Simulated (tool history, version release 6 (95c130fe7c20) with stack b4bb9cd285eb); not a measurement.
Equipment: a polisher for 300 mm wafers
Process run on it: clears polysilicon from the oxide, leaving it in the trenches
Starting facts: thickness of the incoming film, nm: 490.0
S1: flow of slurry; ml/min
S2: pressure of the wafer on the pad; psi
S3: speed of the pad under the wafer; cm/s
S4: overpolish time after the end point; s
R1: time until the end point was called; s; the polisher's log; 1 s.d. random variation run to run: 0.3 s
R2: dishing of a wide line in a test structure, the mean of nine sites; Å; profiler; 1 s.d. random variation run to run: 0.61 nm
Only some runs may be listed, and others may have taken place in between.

| run | hour | S1 | S2 | S3 | S4 | R1 | R2 |
|---|---|---|---|---|---|---|---|
| 1 | 0 | 295 | 3.2 | 80 | 10 | 26.991 | 366.95 |
| 2 | 5.7 | 295 | 3.2 | 80 | 7 | 27.357 | 357.24 |
| 3 | 11.7 | 295 | 3.3 | 80 | 7 | 26.09 | 367.82 |
| 4 | 15.6 | 295 | 3.4 | 82 | 6 | 24.724 | 362.72 |
| 5 | 17.4 | 295 | 3.5 | 82 | 6 | 24.08 | 356.89 |
| 6 | 21.3 | 295 | 3.5 | 82 | 4 | 24.409 | 322.11 |
| 7 | 21.9 | 295 | 3.6 | 82 | 5 | 23.415 | 351.03 |
| 8 | 26.5 | 295 | 3.7 | 82 | 5 | 23.176 | 357.11 |
| 9 | 28.1 | 295 | 3.8 | 82 | 5 | 22.732 | 338.22 |
| 10 | 35.9 | 295 | 3.8 | 84 | 6 | 21.96 | 364.53 |
| 11 | 40.1 | 295 | 3.9 | 84 | 6 | 21.139 | 354.43 |

For run 12, what comes out?
| 12 | 42.1 | 295 | 4 | 84 | 8 | ? | ? |

{"run 12": {"R1": 20.835, "R2": 379.27}}
